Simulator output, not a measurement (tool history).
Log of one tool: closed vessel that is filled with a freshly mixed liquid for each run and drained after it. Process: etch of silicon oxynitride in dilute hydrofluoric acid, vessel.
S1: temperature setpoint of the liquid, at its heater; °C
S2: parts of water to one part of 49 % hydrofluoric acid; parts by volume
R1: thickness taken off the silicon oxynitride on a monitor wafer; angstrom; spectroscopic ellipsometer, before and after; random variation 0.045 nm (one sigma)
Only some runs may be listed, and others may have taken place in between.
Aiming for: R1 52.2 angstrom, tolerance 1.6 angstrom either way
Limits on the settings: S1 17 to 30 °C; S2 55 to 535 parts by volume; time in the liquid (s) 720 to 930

{"run": 1, "hour": 0.0, "S1": 22, "S2": 295, "time in the liquid (s)": 930, "R1": 38.429}
{"run": 2, "hour": 8.1, "S1": 23, "S2": 295, "time in the liquid (s)": 930, "R1": 40.445}
{"run": 3, "hour": 9.8, "S1": 25, "S2": 295, "time in the liquid (s)": 930, "R1": 43.422}
{"run": 4, "hour": 16.2, "S1": 25, "S2": 295, "time in the liquid (s)": 720, "R1": 33.745}
{"run": 5, "hour": 23.9, "S1": 25, "S2": 295, "time in the liquid (s)": 930, "R1": 43.847}
{"run": 6, "hour": 28.4, "S1": 25.5, "S2": 295, "time in the liquid (s)": 930, "R1": 44.686}
{"run": 7, "hour": 34.8, "S1": 26, "S2": 295, "time in the liquid (s)": 930, "R1": 46.036}
{"run": 8, "hour": 39.3, "S1": 26.5, "S2": 295, "time in the liquid (s)": 930, "R1": 46.344}
{"run": 9, "hour": 48.6, "S1": 27, "S2": 295, "time in the liquid (s)": 930, "R1": 47.387}
{"run": 10, "hour": 56.2, "S1": 27.5, "S2": 295, "time in the liquid (s)": 930, "R1": 48.692}
{"run": 11, "hour": 58.9, "S1": 28, "S2": 295, "time in the liquid (s)": 930, "R1": 49.511}
{"run": 12, "hour": 62.7, "S1": 28.5, "S2": 295, "time in the liquid (s)": 930, "R1": 49.312}
{"run": 13, "hour": 64.6, "S1": 30, "S2": 290, "time in the liquid (s)": 930, "R1": 54.427}

Next run, 5 choices. One meets every target within its allowed miss, the rest don't. Which?
{"run": "A", "hour": 66.5, "S1": 27.5, "S2": 255, "time in the liquid (s)": 840, "R1": "?"}
{"run": "B", "hour": 66.5, "S1": 30, "S2": 280, "time in the liquid (s)": 920, "R1": "?"}
{"run": "C", "hour": 66.5, "S1": 30, "S2": 265, "time in the liquid (s)": 840, "R1": "?"}
{"run": "D", "hour": 66.5, "S1": 30, "S2": 310, "time in the liquid (s)": 890, "R1": "?"}
{"run": "E", "hour": 66.5, "S1": 30, "S2": 255, "time in the liquid (s)": 810, "R1": "?"}

move=A R1=52.413
move=B R1=56.741
move=C R1=55.426
move=D R1=48.387
move=E R1=56.012
A: every result within its allowed miss
B: its largest miss is bigger than the last run's
C: its largest miss is bigger than the last run's
D: takes the result that was furthest off past its target
E: its largest miss is bigger than the last run's
Correct choice: A, which meets every target
